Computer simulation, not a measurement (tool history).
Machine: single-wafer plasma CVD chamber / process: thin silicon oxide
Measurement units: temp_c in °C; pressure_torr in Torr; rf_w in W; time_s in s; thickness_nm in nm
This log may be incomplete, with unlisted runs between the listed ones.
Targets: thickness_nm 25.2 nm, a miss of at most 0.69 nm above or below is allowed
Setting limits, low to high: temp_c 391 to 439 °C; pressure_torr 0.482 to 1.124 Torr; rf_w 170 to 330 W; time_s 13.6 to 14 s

| run | hour | temp_c | pressure_torr | rf_w | time_s | thickness_nm |
|---|---|---|---|---|---|---|
| 1 | 0 | 415 | 0.803 | 250 | 13.6 | 20.053 |
| 2 | 7.4 | 415 | 0.856 | 250 | 13.6 | 21.431 |
| 3 | 11.9 | 415 | 0.869 | 250 | 13.6 | 21.908 |
| 4 | 18 | 415 | 0.946 | 250 | 13.6 | 23.324 |
| 5 | 20.6 | 415 | 0.953 | 250 | 13.6 | 23.502 |
| 6 | 24.5 | 415 | 0.846 | 250 | 13.6 | 21.116 |
| 7 | 25.4 | 415 | 0.862 | 250 | 13.6 | 21.607 |
| 8 | 30.4 | 415 | 0.876 | 250 | 13.6 | 21.876 |
| 9 | 34.5 | 415 | 0.889 | 250 | 13.6 | 21.898 |
| 10 | 42.5 | 415 | 0.902 | 250 | 13.6 | 22.316 |
| 11 | 51.2 | 415 | 0.913 | 250 | 13.6 | 22.722 |

Pick the move, out of 4, that brings all results within their allowed miss; only one does.
| A | 59.9 | 413 | 1.064 | 270 | 14 | ? |
| B | 59.9 | 414 | 1.048 | 275 | 14 | ? |
| C | 59.9 | 411 | 0.974 | 280 | 13.9 | ? |
| D | 59.9 | 415 | 1.085 | 265 | 14 | ? |

| move | thickness_nm |
|---|---|
| A | 26.764 |
| B | 26.639 |
| C | 25.381 |
| D | 26.907 |
A: pushes the last run's worst result past its target
B: pushes the last run's worst result past its target
C: all results in spec
D: pushes the last run's worst result past its target
Move C is the one to make.
